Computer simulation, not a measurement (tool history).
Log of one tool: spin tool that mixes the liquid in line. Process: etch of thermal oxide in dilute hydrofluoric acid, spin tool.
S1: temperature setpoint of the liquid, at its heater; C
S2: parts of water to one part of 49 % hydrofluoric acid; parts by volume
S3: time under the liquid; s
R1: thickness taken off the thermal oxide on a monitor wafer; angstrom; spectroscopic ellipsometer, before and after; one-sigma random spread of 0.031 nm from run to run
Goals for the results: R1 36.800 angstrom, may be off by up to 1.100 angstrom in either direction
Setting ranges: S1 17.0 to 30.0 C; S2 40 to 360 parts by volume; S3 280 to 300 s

run 1 day=0.000 | S1=22.0 S2=200 S3=280 | R1=57.740
run 2 day=0.129 | S1=22.0 S2=175 S3=280 | R1=67.630
run 3 day=0.392 | S1=21.0 S2=190 S3=280 | R1=58.379
run 4 day=0.488 | S1=21.0 S2=190 S3=300 | R1=62.718
run 5 day=0.725 | S1=19.0 S2=190 S3=300 | R1=56.933
run 6 day=0.900 | S1=18.5 S2=200 S3=300 | R1=53.428
run 7 day=1.175 | S1=18.0 S2=210 S3=300 | R1=48.452
run 8 day=1.371 | S1=18.0 S2=215 S3=300 | R1=47.910
run 9 day=1.400 | S1=18.0 S2=220 S3=300 | R1=46.396
run 10 day=1.575 | S1=18.0 S2=225 S3=300 | R1=45.242
run 11 day=1.650 | S1=18.0 S2=230 S3=300 | R1=43.819

Pick the move, out of 5, that brings all results within their allowed miss; only one does.
run A day=1.725 | S1=18.0 S2=235 S3=280 | R1=?
run B day=1.725 | S1=18.0 S2=250 S3=280 | R1=?
run C day=1.725 | S1=17.5 S2=180 S3=300 | R1=?
run D day=1.725 | S1=18.5 S2=185 S3=280 | R1=?
run E day=1.725 | S1=18.5 S2=270 S3=285 | R1=?

move=A R1=39.726
move=B R1=36.842
move=C R1=57.327
move=D R1=53.918
move=E R1=34.766
A: gains on the last run, yet a result remains outside its allowed miss
B: in spec on every target
C: lands further from the targets than the last run did
D: lands further from the targets than the last run did
E: moves the result that the last run missed by most past its target, out the other side
Go with B: it meets all targets.
